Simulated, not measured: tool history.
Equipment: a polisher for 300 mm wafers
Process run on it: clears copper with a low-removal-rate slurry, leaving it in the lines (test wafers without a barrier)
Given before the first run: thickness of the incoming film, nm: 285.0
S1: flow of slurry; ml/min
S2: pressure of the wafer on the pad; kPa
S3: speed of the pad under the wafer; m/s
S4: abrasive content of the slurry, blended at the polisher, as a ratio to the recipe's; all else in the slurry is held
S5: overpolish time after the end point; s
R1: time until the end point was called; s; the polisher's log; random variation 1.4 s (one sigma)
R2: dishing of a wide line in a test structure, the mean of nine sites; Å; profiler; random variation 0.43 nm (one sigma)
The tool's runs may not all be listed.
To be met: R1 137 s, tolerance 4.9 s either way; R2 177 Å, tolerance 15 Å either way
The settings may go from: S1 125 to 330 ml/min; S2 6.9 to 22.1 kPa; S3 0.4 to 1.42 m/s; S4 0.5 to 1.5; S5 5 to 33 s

run	hour	S1	S2	S3	S4	S5	R1	R2
1	0	210	14.5	0.9	1	17	155.25	269.21
2	8.7	185	14.5	0.9	1	17	156	259.69
3	15.4	185	14.5	0.9	1	12	158.61	178.79
4	20.3	185	14.5	0.78	1	12	176.85	158.41
5	22.4	185	11.7	0.78	1	12	227.73	129.09
6	28.8	185	11.7	0.78	1.1	12	217.11	135.5
7	34.8	190	13.1	0.78	1.1	11	192.7	133.37
8	37.1	195	14.5	0.78	1.1	11	172.76	143.95
9	42.7	195	15.2	0.78	1.1	11	168.01	155.93
10	45.2	195	15.2	0.78	1.1	11	166.26	164.27
11	49.2	195	15.9	0.78	1.1	10	159.98	149.96
12	56	195	16.5	0.78	1.1	10	152.28	157.2
13	60.5	200	17.2	0.78	1.1	10	149.27	160.99

Which of these 5 next moves meets every target?
A	65	190	18.6	0.8	1.05	10	?	?
B	65	195	16.5	0.76	1.25	13	?	?
C	65	265	18.6	0.78	0.95	12	?	?
D	65	200	16.5	0.78	1.1	14	?	?
E	65	265	18.6	0.72	1	13	?	?

move	R1	R2
A	136.95	181.52
B	153.14	208.93
C	138.3	213.91
D	154.18	222.65
E	147.22	217.49
A: hits every target within its allowed miss
B: misses by more than the last run did
C: corrects the largest miss of the last run, while another result sits out of spec
D: misses by more than the last run did
E: misses by more than the last run did
So the answer is move A, the one that meets all the targets.
